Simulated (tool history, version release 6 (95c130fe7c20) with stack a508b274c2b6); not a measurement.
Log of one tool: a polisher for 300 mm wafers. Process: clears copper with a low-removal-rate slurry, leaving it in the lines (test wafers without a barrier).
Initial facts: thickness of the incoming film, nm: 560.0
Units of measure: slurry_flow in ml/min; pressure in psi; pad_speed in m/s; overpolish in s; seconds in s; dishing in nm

run 1 hour=0 | slurry_flow=230 pressure=3.7 pad_speed=1.28 slurry_solids=1 overpolish=10 | seconds=159.78 dishing=24.578
run 2 hour=5.8 | slurry_flow=230 pressure=3.6 pad_speed=1.28 slurry_solids=1 overpolish=10 | seconds=165.41 dishing=23.824
run 3 hour=13.8 | slurry_flow=230 pressure=3.6 pad_speed=1.08 slurry_solids=1 overpolish=10 | seconds=195.98 dishing=20.571
run 4 hour=17.2 | slurry_flow=230 pressure=3.6 pad_speed=1.08 slurry_solids=1.2 overpolish=10 | seconds=185.34 dishing=21.362
run 5 hour=20.6 | slurry_flow=240 pressure=3.5 pad_speed=1.08 slurry_solids=1.25 overpolish=9 | seconds=177.75 dishing=19.517
run 6 hour=23.8 | slurry_flow=240 pressure=3.5 pad_speed=1.08 slurry_solids=1.25 overpolish=6 | seconds=187.2 dishing=13.773
run 7 hour=24.5 | slurry_flow=235 pressure=3.5 pad_speed=1.08 slurry_solids=1.25 overpolish=6 | seconds=183.48 dishing=13.642
run 8 hour=31.9 | slurry_flow=235 pressure=3.4 pad_speed=1.06 slurry_solids=1.25 overpolish=10 | seconds=193.77 dishing=20.45
run 9 hour=40.5 | slurry_flow=240 pressure=3.4 pad_speed=1.06 slurry_solids=1.25 overpolish=10 | seconds=192.95 dishing=20.702
run 10 hour=44.3 | slurry_flow=245 pressure=3.4 pad_speed=1.06 slurry_solids=1.3 overpolish=9 | seconds=193.26 dishing=19.212

Run 11 comes next. What will it give?
run 11 hour=48.8 | slurry_flow=240 pressure=3.4 pad_speed=1.06 slurry_solids=1.3 overpolish=9 | seconds=? dishing=?

{"run 11": {"seconds": 189.27, "dishing": 18.484}}

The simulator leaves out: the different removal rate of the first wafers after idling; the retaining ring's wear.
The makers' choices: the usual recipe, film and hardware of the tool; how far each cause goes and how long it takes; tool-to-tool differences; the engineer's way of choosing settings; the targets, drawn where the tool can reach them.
